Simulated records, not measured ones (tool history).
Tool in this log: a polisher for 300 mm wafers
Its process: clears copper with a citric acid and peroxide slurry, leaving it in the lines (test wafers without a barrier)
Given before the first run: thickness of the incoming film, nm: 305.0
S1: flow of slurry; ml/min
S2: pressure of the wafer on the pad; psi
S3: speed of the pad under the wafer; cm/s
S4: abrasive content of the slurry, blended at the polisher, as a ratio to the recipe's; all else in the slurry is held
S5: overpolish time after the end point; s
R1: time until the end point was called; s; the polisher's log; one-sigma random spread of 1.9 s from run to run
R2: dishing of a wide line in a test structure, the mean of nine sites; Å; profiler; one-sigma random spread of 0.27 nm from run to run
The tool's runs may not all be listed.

| run | hour | S1 | S2 | S3 | S4 | S5 | R1 | R2 |
|---|---|---|---|---|---|---|---|---|
| 1 | 0.0 | 150 | 3.7 | 102 | 1.00 | 13 | 113.04 | 197.27 |
| 2 | 6.6 | 150 | 3.6 | 102 | 1.00 | 14 | 111.93 | 202.39 |
| 3 | 12.0 | 150 | 3.6 | 102 | 0.90 | 14 | 118.68 | 204.18 |
| 4 | 18.3 | 145 | 3.5 | 102 | 0.85 | 15 | 121.71 | 206.06 |
| 5 | 21.6 | 145 | 3.5 | 78 | 0.85 | 15 | 146.58 | 177.03 |
| 6 | 27.5 | 170 | 3.5 | 78 | 0.85 | 15 | 143.68 | 184.54 |

Run 7, settings as shown, results not yet in. Your forecast:
| 7 | 29.1 | 170 | 3.5 | 78 | 0.85 | 16 | ? | ? |

{"run 7": {"R1": 142.39, "R2": 192.02}}
